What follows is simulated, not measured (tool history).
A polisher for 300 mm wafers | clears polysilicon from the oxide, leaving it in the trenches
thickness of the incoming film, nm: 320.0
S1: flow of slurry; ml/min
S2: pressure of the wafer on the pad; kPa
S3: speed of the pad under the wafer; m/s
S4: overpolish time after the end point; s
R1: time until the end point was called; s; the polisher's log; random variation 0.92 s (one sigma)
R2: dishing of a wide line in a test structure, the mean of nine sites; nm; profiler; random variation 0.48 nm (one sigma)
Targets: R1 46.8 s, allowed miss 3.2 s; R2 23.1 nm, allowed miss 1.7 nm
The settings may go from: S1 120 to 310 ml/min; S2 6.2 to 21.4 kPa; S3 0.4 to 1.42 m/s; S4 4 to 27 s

run 1 hour=0 | S1=200 S2=13.8 S3=0.9 S4=14 | R1=32.303 R2=64.999
run 2 hour=8.7 | S1=200 S2=13.8 S3=0.8 S4=14 | R1=37.174 R2=62.483
run 3 hour=13.8 | S1=155 S2=13.8 S3=0.8 S4=14 | R1=38.495 R2=63.514
run 4 hour=15.8 | S1=200 S2=11.7 S3=0.82 S4=11 | R1=41.539 R2=52.982
run 5 hour=16.8 | S1=235 S2=10.3 S3=0.84 S4=9 | R1=45.245 R2=44.998
run 6 hour=21.3 | S1=235 S2=8.3 S3=0.84 S4=9 | R1=55.427 R2=37.242
run 7 hour=29.4 | S1=250 S2=6.2 S3=1.1 S4=4 | R1=57.045 R2=18.916
run 8 hour=38 | S1=250 S2=6.9 S3=1.1 S4=4 | R1=52.72 R2=21.947
run 9 hour=39.1 | S1=250 S2=6.9 S3=1.12 S4=4 | R1=51.815 R2=21.589

Which of these 5 next moves meets every target?
run A hour=40.2 | S1=235 S2=6.2 S3=1 S4=5 | R1=? R2=?
run B hour=40.2 | S1=240 S2=7.6 S3=1.32 S4=4 | R1=? R2=?
run C hour=40.2 | S1=240 S2=8.3 S3=1.24 S4=4 | R1=? R2=?
run D hour=40.2 | S1=265 S2=6.9 S3=1.22 S4=4 | R1=? R2=?
run E hour=40.2 | S1=260 S2=6.9 S3=1 S4=4 | R1=? R2=?

move=A R1=62.025 R2=22.195
move=B R1=39.634 R2=26.824
move=C R1=38.68 R2=27.367
move=D R1=46.147 R2=23.614
move=E R1=55.534 R2=20.132
A: further off than the last run
B: takes the result that was furthest off past its target
C: takes the result that was furthest off past its target
D: meets every target
E: further off than the last run
Answer: D

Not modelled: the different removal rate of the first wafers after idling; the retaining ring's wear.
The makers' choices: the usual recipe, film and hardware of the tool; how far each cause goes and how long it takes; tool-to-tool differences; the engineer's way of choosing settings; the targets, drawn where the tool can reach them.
